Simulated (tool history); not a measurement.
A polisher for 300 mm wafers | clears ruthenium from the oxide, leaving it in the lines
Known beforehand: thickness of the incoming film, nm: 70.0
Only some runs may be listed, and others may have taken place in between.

run    day  flow of slurry (ml/min)  pressure of the wafer on the pad (kPa)  speed of the pad under the wafer (m/s)  overpolish time after the end point (s)  time until the end point was called (s)
  1  0.000                      265                                     9.7                                    0.84                                       13                                   101.56
  2  0.204                      265                                     9.7                                    0.84                                       13                                   103.30
  3  0.475                      320                                     9.7                                    0.84                                       13                                   103.28
  4  0.533                      320                                     9.0                                    0.84                                       13                                   108.48
  5  0.750                      320                                     8.3                                    0.84                                       13                                   117.29
  6  0.800                      320                                     8.3                                    0.92                                       13                                   107.07
  7  1.133                      320                                     7.6                                    0.92                                       13                                   117.56

What will run 8 give?
  8  1.425                      320                                     6.9                                    0.92                                       13                                        ?

{"run 8": {"time until the end point was called (s)": 125.87}}
